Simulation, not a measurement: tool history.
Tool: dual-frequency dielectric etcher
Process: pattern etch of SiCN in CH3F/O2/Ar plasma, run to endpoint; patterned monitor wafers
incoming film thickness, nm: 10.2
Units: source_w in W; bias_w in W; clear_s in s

{"run": 1, "day": 0.0, "source_w": 380, "bias_w": 76, "clear_s": 25.841}
{"run": 2, "day": 0.3, "source_w": 380, "bias_w": 65, "clear_s": 27.66}
{"run": 3, "day": 0.367, "source_w": 320, "bias_w": 65, "clear_s": 30.148}
{"run": 4, "day": 0.633, "source_w": 370, "bias_w": 66, "clear_s": 28.101}
{"run": 5, "day": 0.9, "source_w": 410, "bias_w": 67, "clear_s": 26.13}
{"run": 6, "day": 1.208, "source_w": 430, "bias_w": 68, "clear_s": 25.662}

Run 7 comes next. What will it give?
{"run": 7, "day": 1.4, "source_w": 450, "bias_w": 69, "clear_s": "?"}

clear_s: 25.337 s
